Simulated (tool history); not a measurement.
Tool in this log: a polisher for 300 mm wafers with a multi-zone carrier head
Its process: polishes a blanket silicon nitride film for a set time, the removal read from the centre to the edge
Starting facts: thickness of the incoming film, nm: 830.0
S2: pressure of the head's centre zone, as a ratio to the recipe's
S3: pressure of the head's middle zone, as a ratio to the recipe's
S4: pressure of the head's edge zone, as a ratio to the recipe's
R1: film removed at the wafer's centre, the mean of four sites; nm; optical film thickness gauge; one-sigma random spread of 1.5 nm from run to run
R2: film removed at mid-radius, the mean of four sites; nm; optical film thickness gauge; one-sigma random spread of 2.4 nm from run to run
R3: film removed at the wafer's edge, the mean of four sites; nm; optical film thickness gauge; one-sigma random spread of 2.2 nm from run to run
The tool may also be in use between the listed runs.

{"run": 1, "hour": 0.0, "flow of slurry (ml/min)": 270, "S2": 1.0, "S3": 1.0, "S4": 1.0, "polishing time (s)": 83, "R1": 142.13, "R2": 135.84, "R3": 136.57}
{"run": 2, "hour": 4.5, "flow of slurry (ml/min)": 270, "S2": 1.0, "S3": 1.0, "S4": 1.0, "polishing time (s)": 65, "R1": 110.25, "R2": 108.19, "R3": 108.21}
{"run": 3, "hour": 11.7, "flow of slurry (ml/min)": 275, "S2": 1.0, "S3": 1.02, "S4": 1.03, "polishing time (s)": 73, "R1": 127.32, "R2": 123.26, "R3": 123.85}
{"run": 4, "hour": 15.7, "flow of slurry (ml/min)": 275, "S2": 0.97, "S3": 1.02, "S4": 1.03, "polishing time (s)": 73, "R1": 121.58, "R2": 121.91, "R3": 119.75}
{"run": 5, "hour": 19.0, "flow of slurry (ml/min)": 250, "S2": 0.96, "S3": 1.04, "S4": 1.07, "polishing time (s)": 81, "R1": 135.1, "R2": 140.25, "R3": 136.53}
{"run": 6, "hour": 20.8, "flow of slurry (ml/min)": 250, "S2": 0.96, "S3": 1.04, "S4": 1.02, "polishing time (s)": 81, "R1": 133.88, "R2": 138.55, "R3": 133.54}
{"run": 7, "hour": 21.9, "flow of slurry (ml/min)": 240, "S2": 0.96, "S3": 1.05, "S4": 1.05, "polishing time (s)": 86, "R1": 140.05, "R2": 146.1, "R3": 142.89}
{"run": 8, "hour": 26.4, "flow of slurry (ml/min)": 240, "S2": 0.96, "S3": 1.05, "S4": 1.05, "polishing time (s)": 86, "R1": 141.22, "R2": 147.97, "R3": 143.73}
{"hour": 35.3, "done": "edge zone pressure recalibrated"}
{"run": 9, "hour": 35.3, "flow of slurry (ml/min)": 225, "S2": 0.97, "S3": 1.06, "S4": 1.07, "polishing time (s)": 90, "R1": 148.35, "R2": 154.86, "R3": 157.16}
{"run": 10, "hour": 40.6, "flow of slurry (ml/min)": 240, "S2": 0.98, "S3": 1.08, "S4": 1.08, "polishing time (s)": 92, "R1": 156.76, "R2": 162.85, "R3": 161.27}

The next listed run, before its measurement:
{"run": 11, "hour": 44.2, "flow of slurry (ml/min)": 240, "S2": 0.99, "S3": 1.1, "S4": 1.1, "polishing time (s)": 94, "R1": "?", "R2": "?", "R3": "?"}

{"run 11": {"R1": 158.43, "R2": 170.33, "R3": 164.14}}
